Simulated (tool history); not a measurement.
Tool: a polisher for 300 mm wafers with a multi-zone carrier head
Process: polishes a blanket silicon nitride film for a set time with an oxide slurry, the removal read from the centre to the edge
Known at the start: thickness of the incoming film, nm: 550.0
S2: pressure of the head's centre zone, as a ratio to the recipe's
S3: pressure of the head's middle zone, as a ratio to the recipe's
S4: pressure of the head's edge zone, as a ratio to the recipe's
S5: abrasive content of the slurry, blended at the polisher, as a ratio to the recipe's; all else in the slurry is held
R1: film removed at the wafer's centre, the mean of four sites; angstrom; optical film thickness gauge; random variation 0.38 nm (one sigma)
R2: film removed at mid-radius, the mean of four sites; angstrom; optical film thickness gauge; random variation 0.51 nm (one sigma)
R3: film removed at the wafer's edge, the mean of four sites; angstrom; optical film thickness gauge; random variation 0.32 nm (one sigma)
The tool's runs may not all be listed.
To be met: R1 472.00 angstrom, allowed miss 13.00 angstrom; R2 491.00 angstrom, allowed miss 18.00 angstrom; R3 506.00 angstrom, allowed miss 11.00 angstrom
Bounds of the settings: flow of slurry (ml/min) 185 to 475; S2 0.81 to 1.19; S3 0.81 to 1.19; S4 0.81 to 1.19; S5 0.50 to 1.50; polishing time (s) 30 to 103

Run 1, hour 0.0: flow of slurry (ml/min) 305, S2 1.00, S3 1.00, S4 1.00, S5 1.00, polishing time (s) 66. Result: R1 538.50 angstrom, R2 536.99 angstrom, R3 545.74 angstrom.
Run 2, hour 0.6: flow of slurry (ml/min) 295, S2 0.98, S3 0.98, S4 0.98, S5 1.00, polishing time (s) 66. Result: R1 527.74 angstrom, R2 519.72 angstrom, R3 540.72 angstrom.
Run 3, hour 8.9: flow of slurry (ml/min) 230, S2 0.98, S3 0.98, S4 0.98, S5 1.00, polishing time (s) 66. Result: R1 520.15 angstrom, R2 518.99 angstrom, R3 539.41 angstrom.
Run 4, hour 15.8: flow of slurry (ml/min) 230, S2 0.98, S3 0.98, S4 0.92, S5 1.00, polishing time (s) 66. Result: R1 514.73 angstrom, R2 503.31 angstrom, R3 513.76 angstrom.
Run 5, hour 23.2: flow of slurry (ml/min) 230, S2 0.96, S3 0.98, S4 0.92, S5 1.00, polishing time (s) 66. Result: R1 513.69 angstrom, R2 513.17 angstrom, R3 518.26 angstrom.
Run 6, hour 25.3: flow of slurry (ml/min) 185, S2 0.96, S3 0.98, S4 0.92, S5 1.00, polishing time (s) 66. Result: R1 501.88 angstrom, R2 510.40 angstrom, R3 510.04 angstrom.
Run 7, hour 34.0: flow of slurry (ml/min) 185, S2 0.95, S3 0.97, S4 0.92, S5 1.00, polishing time (s) 66. Result: R1 490.54 angstrom, R2 504.38 angstrom, R3 516.12 angstrom.
Run 8, hour 42.4: flow of slurry (ml/min) 185, S2 0.94, S3 0.97, S4 0.91, S5 1.00, polishing time (s) 66. Result: R1 493.31 angstrom, R2 496.36 angstrom, R3 506.10 angstrom.

Which of these 4 next moves meets every target?
Run A, hour 50.8: flow of slurry (ml/min) 185, S2 0.91, S3 0.96, S4 0.92, S5 1.00, polishing time (s) 65. Result: R1 ?, R2 ?, R3 ?.
Run B, hour 50.8: flow of slurry (ml/min) 225, S2 0.96, S3 0.92, S4 0.97, S5 0.85, polishing time (s) 71. Result: R1 ?, R2 ?, R3 ?.
Run C, hour 50.8: flow of slurry (ml/min) 230, S2 0.97, S3 0.97, S4 0.84, S5 1.10, polishing time (s) 64. Result: R1 ?, R2 ?, R3 ?.
Run D, hour 50.8: flow of slurry (ml/min) 205, S2 1.02, S3 0.95, S4 0.87, S5 0.95, polishing time (s) 68. Result: R1 ?, R2 ?, R3 ?.

move      R1      R2      R3
   A  471.54  491.51  508.15
   B  503.89  484.11  530.23
   C  520.70  518.22  507.64
   D  533.50  500.68  508.32
A: meets every target
B: further off than the last run
C: further off than the last run
D: further off than the last run
Answer: A
